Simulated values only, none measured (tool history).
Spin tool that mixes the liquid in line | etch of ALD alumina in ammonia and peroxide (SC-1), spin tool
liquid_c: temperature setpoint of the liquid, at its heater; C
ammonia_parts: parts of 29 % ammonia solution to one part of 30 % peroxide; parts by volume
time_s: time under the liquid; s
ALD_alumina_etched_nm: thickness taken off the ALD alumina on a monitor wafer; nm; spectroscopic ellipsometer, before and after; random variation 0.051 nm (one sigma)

run  hour  liquid_c  ammonia_parts  time_s  ALD_alumina_etched_nm
  1     0        47           0.95     320                 8.7697
  2   8.6        46            0.9     320                 8.4432
  3  11.8        45           0.85     320                 7.7394
  4  12.5        44           0.85     320                 7.3038
  5  17.1        44           1.05     320                 7.6398
  6  24.2        47           1.05     320                 8.8541
  7  32.8        46              1     320                 8.4273

The next listed run, before its measurement:
  8  41.6        45           0.95     320                      ?

{"run 8": {"ALD_alumina_etched_nm": 7.9927}}
